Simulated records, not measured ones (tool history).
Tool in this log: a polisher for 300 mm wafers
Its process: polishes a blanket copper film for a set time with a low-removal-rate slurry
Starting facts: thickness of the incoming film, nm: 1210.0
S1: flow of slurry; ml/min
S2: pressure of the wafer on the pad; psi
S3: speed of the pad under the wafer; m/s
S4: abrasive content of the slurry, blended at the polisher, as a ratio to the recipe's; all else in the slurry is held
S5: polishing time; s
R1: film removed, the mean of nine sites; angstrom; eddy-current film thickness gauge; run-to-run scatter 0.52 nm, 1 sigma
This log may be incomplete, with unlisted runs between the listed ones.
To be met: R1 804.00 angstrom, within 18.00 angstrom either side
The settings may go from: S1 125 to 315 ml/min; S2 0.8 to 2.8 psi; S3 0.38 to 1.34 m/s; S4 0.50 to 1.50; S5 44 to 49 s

| run | hour | S1 | S2 | S3 | S4 | S5 | R1 |
|---|---|---|---|---|---|---|---|
| 1 | 0.0 | 205 | 1.8 | 0.86 | 1.00 | 49 | 624.57 |
| 2 | 3.7 | 205 | 1.8 | 0.86 | 1.15 | 49 | 645.73 |
| 3 | 9.4 | 205 | 1.8 | 0.68 | 1.15 | 49 | 535.26 |
| 4 | 14.7 | 205 | 1.6 | 0.68 | 1.15 | 49 | 474.04 |
| 5 | 17.9 | 205 | 1.6 | 0.88 | 1.15 | 49 | 586.93 |
| 6 | 22.3 | 210 | 1.7 | 0.88 | 1.15 | 49 | 620.29 |
| 7 | 22.9 | 210 | 1.7 | 0.88 | 1.15 | 49 | 625.39 |
| 8 | 24.7 | 215 | 1.8 | 0.88 | 1.15 | 49 | 654.02 |
| 9 | 27.8 | 215 | 1.9 | 0.88 | 1.15 | 49 | 687.36 |
| 10 | 28.6 | 215 | 2.0 | 0.88 | 1.15 | 49 | 729.06 |
| 11 | 33.3 | 215 | 2.1 | 0.88 | 1.15 | 49 | 762.45 |

Exactly one of the 4 candidate moves below puts every result within its allowed miss. Which one?
| A | 38.0 | 240 | 2.3 | 0.76 | 1.15 | 49 | ? |
| B | 38.0 | 230 | 2.2 | 0.96 | 1.10 | 46 | ? |
| C | 38.0 | 210 | 2.3 | 0.90 | 0.95 | 44 | ? |
| D | 38.0 | 230 | 2.0 | 0.96 | 1.00 | 46 | ? |

| move | R1 |
|---|---|
| A | 741.16 |
| B | 794.85 |
| C | 716.56 |
| D | 707.28 |
A: moves away from the targets compared with the last run
B: all results land within tolerance of their targets
C: moves away from the targets compared with the last run
D: moves away from the targets compared with the last run
Answer: B
